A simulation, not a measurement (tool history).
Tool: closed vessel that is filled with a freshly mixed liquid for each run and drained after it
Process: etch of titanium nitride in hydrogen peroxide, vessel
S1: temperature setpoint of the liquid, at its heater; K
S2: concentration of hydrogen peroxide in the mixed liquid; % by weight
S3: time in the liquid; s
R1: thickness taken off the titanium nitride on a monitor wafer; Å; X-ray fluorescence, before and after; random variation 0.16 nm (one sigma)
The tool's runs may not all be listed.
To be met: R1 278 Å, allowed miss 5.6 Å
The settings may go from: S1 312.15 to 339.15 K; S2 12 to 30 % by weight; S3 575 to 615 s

run,hour,S1,S2,S3,R1
1,0,328.15,23,575,214.93
2,1.3,328.15,23,615,229.84
3,4.5,328.65,23,615,237.59
4,6.3,328.65,20,615,232.02
5,15.1,322.65,20,615,150.77
6,20.9,322.65,24,615,157.7
7,22.9,323.65,24,615,167.69
8,28.3,324.65,24,615,178.9
9,33.7,325.15,24,615,187.82
10,34.7,325.65,24,615,193.73
11,35.9,326.15,24,615,200.58
12,39.6,326.65,24,615,207.82
13,47.1,327.15,24,615,216.48
14,53.1,327.65,24,615,224.06
15,56.9,328.15,24,615,232.61
16,60.6,328.65,24,615,241.32
17,63.1,329.65,24,615,260.37
18,68.4,330.15,24,615,266.05

Which of these 5 next moves meets every target?
A,73.7,332.15,21.5,575,?
B,73.7,329.65,24,590,?
C,73.7,330.15,23.5,610,?
D,73.7,330.15,26.5,575,?
E,73.7,331.15,22.5,575,?

move,R1
A,281.38
B,248.9
C,265.2
D,256.62
E,265.32
A: meets every target
B: further off than the last run
C: further off than the last run
D: further off than the last run
E: further off than the last run
Answer: A

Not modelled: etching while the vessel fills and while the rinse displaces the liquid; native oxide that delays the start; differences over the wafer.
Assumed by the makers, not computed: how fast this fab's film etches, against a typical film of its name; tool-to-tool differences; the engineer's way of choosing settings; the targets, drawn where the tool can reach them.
